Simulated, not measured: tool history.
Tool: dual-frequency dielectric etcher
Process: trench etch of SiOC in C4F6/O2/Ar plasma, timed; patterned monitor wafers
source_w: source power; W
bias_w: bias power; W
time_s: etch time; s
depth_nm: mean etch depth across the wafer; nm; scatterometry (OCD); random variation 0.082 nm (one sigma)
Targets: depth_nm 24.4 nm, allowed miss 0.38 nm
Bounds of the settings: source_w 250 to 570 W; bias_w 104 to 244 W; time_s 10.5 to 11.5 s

run    day  source_w  bias_w  time_s  depth_nm
  1      0       410     174    11.5    21.904
  2  0.312       380     174    11.5    21.258
  3   0.45       380     195    11.5     21.94
  4  0.575       380     219    11.5    22.798
  5  0.733       350     219    11.5    22.043
  6  0.762       350     244    11.5    22.851
     0.829  -- source power generator calibrated
  7  0.829       370     244    11.5      23.5
  8  0.962       380     244    11.5    23.709
  9  1.042       380     244    11.5    23.779

Which of these 5 next moves meets every target?
  A  1.121       410     244    11.5         ?
  B  1.121       350     244    11.5         ?
  C  1.121       370     229    11.5         ?
  D  1.121       390     243      11         ?
  E  1.121       410     230      11         ?

move  depth_nm
   A     24.66
   B    23.152
   C    23.202
   D    23.093
   E    23.155
A: meets every target
B: further off than the last run
C: further off than the last run
D: further off than the last run
E: further off than the last run
The right move is A.
